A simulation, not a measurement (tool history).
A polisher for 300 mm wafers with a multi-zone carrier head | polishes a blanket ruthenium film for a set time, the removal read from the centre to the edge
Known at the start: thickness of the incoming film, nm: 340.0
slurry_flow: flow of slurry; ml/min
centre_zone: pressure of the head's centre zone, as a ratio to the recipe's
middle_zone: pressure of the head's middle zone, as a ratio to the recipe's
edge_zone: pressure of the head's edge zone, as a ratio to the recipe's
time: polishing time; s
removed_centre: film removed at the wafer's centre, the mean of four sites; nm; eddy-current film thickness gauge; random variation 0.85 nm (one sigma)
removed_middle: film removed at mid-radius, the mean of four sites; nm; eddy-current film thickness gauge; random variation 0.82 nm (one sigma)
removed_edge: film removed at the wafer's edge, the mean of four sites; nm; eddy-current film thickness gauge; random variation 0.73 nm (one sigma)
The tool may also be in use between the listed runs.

Run 1, hour 0: slurry_flow 235 ml/min, centre_zone 1, middle_zone 1, edge_zone 1, time 61 s. Result: removed_centre 86.798 nm, removed_middle 87.453 nm, removed_edge 89.316 nm.
Run 2, hour 4.3: slurry_flow 235 ml/min, centre_zone 1.04, middle_zone 1, edge_zone 1, time 61 s. Result: removed_centre 89.916 nm, removed_middle 89.327 nm, removed_edge 88.934 nm.
Run 3, hour 11.7: slurry_flow 235 ml/min, centre_zone 1.04, middle_zone 1, edge_zone 0.98, time 55 s. Result: removed_centre 81.98 nm, removed_middle 80.476 nm, removed_edge 79.43 nm.
Run 4, hour 13.5: slurry_flow 235 ml/min, centre_zone 1.03, middle_zone 1, edge_zone 0.96, time 51 s. Result: removed_centre 74.654 nm, removed_middle 73.207 nm, removed_edge 72.174 nm.
Run 5, hour 20.2: slurry_flow 235 ml/min, centre_zone 1.02, middle_zone 1, edge_zone 0.94, time 49 s. Result: removed_centre 71.288 nm, removed_middle 70.79 nm, removed_edge 69.988 nm.
Run 6, hour 26.5: slurry_flow 235 ml/min, centre_zone 1.02, middle_zone 1, edge_zone 0.97, time 49 s. Result: removed_centre 69.789 nm, removed_middle 68.529 nm, removed_edge 70.931 nm.
Run 7, hour 33: slurry_flow 235 ml/min, centre_zone 1.02, middle_zone 1, edge_zone 0.94, time 47 s. Result: removed_centre 67.366 nm, removed_middle 65.945 nm, removed_edge 66.675 nm.

Run 8 comes next. What will it give?
Run 8, hour 40.6: slurry_flow 225 ml/min, centre_zone 0.98, middle_zone 0.97, edge_zone 0.84, time 40 s. Result: removed_centre ?, removed_middle ?, removed_edge ?.

removed_centre: 54.465 nm
removed_middle: 55.762 nm
removed_edge: 53.991 nm

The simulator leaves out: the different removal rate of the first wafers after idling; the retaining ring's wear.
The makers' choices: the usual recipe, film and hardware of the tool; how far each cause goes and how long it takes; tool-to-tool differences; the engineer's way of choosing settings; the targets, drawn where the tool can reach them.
